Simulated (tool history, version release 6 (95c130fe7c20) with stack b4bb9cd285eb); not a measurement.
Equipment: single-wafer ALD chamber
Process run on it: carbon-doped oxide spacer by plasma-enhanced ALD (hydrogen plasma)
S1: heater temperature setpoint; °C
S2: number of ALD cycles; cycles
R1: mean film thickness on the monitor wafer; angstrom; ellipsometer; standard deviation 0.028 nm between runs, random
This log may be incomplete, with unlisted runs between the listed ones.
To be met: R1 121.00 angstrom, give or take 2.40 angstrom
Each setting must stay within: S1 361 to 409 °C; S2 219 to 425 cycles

run 1 hour=0.0 | S1=385 S2=322 | R1=158.11
run 2 hour=8.9 | S1=377 S2=322 | R1=157.36
run 3 hour=16.6 | S1=372 S2=322 | R1=157.76
run 4 hour=18.7 | S1=372 S2=293 | R1=143.85
run 5 hour=27.3 | S1=372 S2=333 | R1=162.84
run 6 hour=34.2 | S1=372 S2=305 | R1=149.77
run 7 hour=41.6 | S1=372 S2=284 | R1=138.38
run 8 hour=44.4 | S1=372 S2=239 | R1=117.38
run 9 hour=52.7 | S1=372 S2=242 | R1=118.51

Which one of the following 5 next-run settings gets every result inside its allowed miss? There is exactly one.
run A hour=61.0 | S1=390 S2=239 | R1=?
run B hour=61.0 | S1=370 S2=246 | R1=?
run C hour=61.0 | S1=366 S2=236 | R1=?
run D hour=61.0 | S1=367 S2=235 | R1=?
run E hour=61.0 | S1=365 S2=232 | R1=?

move=A R1=117.36
move=B R1=120.79
move=C R1=115.88
move=D R1=115.39
move=E R1=113.92
A: misses by more than the last run did
B: meets every target
C: misses by more than the last run did
D: misses by more than the last run did
E: misses by more than the last run did
The right move is B.
